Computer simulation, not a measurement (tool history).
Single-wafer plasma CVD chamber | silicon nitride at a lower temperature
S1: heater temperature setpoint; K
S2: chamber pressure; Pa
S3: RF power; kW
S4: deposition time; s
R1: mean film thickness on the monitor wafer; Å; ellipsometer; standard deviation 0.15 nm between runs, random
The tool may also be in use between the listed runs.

| run | hour | S1 | S2 | S3 | S4 | R1 |
|---|---|---|---|---|---|---|
| 1 | 0.0 | 603.15 | 187 | 0.355 | 28.6 | 378.84 |
| 2 | 0.6 | 594.15 | 187 | 0.355 | 28.6 | 380.64 |
| 3 | 8.6 | 594.15 | 187 | 0.355 | 29.5 | 393.15 |
| 4 | 13.8 | 604.15 | 187 | 0.355 | 29.5 | 390.63 |
| 5 | 18.5 | 604.15 | 192 | 0.355 | 29.5 | 397.23 |
| 6 | 20.8 | 604.15 | 196 | 0.355 | 29.5 | 397.63 |
| 7 | 24.8 | 604.15 | 200 | 0.355 | 29.5 | 405.05 |

Run 8 comes next. What will it give?
| 8 | 27.5 | 604.15 | 203 | 0.355 | 29.5 | ? |

{"run 8": {"R1": 404.32}}
